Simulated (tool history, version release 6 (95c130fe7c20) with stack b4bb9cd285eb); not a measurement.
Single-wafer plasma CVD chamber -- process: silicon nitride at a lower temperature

| run | day | heater temperature setpoint (°C) | chamber pressure (Pa) | RF power (W) | deposition time (s) | mean film thickness on the monitor wafer (angstrom) |
|---|---|---|---|---|---|---|
| 1 | 0.000 | 340 | 148 | 295 | 38.7 | 408.30 |
| 2 | 0.158 | 340 | 173 | 295 | 38.7 | 424.53 |
| 3 | 0.375 | 340 | 195 | 295 | 38.7 | 437.64 |
| 4 | 0.400 | 340 | 197 | 300 | 38.7 | 445.01 |
| 5 | 0.738 | 340 | 197 | 335 | 38.7 | 473.03 |
| 6 | 0.796 | 348 | 197 | 335 | 38.7 | 472.50 |
| 7 | 0.858 | 348 | 193 | 335 | 38.7 | 471.06 |

Run 8 is up next; what results do you expect?
| 8 | 1.021 | 348 | 189 | 335 | 38.7 | ? |

mean film thickness on the monitor wafer (angstrom): 469.13
